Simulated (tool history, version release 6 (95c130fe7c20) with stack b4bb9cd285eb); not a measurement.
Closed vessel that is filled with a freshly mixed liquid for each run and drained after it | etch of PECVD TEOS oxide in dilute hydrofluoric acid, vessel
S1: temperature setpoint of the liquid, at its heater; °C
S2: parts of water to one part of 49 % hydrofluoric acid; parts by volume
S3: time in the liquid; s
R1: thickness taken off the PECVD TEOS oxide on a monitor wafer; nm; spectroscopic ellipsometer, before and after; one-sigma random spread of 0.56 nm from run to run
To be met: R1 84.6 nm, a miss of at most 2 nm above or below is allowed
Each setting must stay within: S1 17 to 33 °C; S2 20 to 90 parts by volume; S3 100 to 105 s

run  hour    S1  S2   S3      R1
  1     0    25  50  100  37.768
  2   3.1  26.5  45  100  44.527
  3  11.5  26.5  45  100  44.439
  4  13.5  26.5  45  105  47.276
  5  14.7  27.5  40  105   55.71
  6  18.7  27.5  40  100  53.479
  7  19.6  28.5  40  100  55.321
  8  27.7  29.5  40  100  57.743
  9  33.6    30  40  100  59.274
 10  35.2  30.5  40  100  59.485
 11  40.7    31  40  100  61.034
 12  47.5  31.5  40  100   62.73
 13  50.4    32  40  100  64.018
 14  53.3  32.5  35  100  75.319

Of the 4 settings listed for the next run, only one would bring every result within its allowed miss of target. Which one?
  A  56.2    30  35  100   ?
  B  56.2  30.5  30  105   ?
  C  56.2  30.5  35  105   ?
  D  56.2  32.5  40  100   ?

move      R1
   A  68.645
   B  86.465
   C  73.524
   D  65.739
A: the biggest miss grows against the last run
B: each result inside its tolerance
C: the biggest miss grows against the last run
D: the biggest miss grows against the last run
B is the move that brings every result within its allowed miss.

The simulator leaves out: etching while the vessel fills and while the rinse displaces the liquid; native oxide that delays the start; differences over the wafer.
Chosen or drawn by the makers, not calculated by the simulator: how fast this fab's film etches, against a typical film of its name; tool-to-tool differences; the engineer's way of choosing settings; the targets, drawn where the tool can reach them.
